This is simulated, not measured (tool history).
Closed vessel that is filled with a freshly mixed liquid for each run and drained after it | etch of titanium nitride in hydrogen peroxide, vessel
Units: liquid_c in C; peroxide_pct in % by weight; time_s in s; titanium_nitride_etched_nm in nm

{"run": 1, "hour": 0.0, "liquid_c": 45, "peroxide_pct": 20, "time_s": 985, "titanium_nitride_etched_nm": 15.731}
{"run": 2, "hour": 6.0, "liquid_c": 45, "peroxide_pct": 18, "time_s": 985, "titanium_nitride_etched_nm": 15.218}
{"run": 3, "hour": 14.9, "liquid_c": 45, "peroxide_pct": 18, "time_s": 985, "titanium_nitride_etched_nm": 15.251}
{"run": 4, "hour": 19.3, "liquid_c": 41.5, "peroxide_pct": 18, "time_s": 985, "titanium_nitride_etched_nm": 11.701}
{"run": 5, "hour": 22.5, "liquid_c": 35.5, "peroxide_pct": 18, "time_s": 985, "titanium_nitride_etched_nm": 7.4151}
{"run": 6, "hour": 31.1, "liquid_c": 35.5, "peroxide_pct": 18, "time_s": 775, "titanium_nitride_etched_nm": 5.8736}
{"run": 7, "hour": 37.4, "liquid_c": 35.5, "peroxide_pct": 18, "time_s": 775, "titanium_nitride_etched_nm": 5.8036}

Run 8 comes next. What will it give?
{"run": 8, "hour": 46.7, "liquid_c": 36, "peroxide_pct": 18, "time_s": 775, "titanium_nitride_etched_nm": "?"}

Run 8 gave titanium_nitride_etched_nm 6.0848 nm.
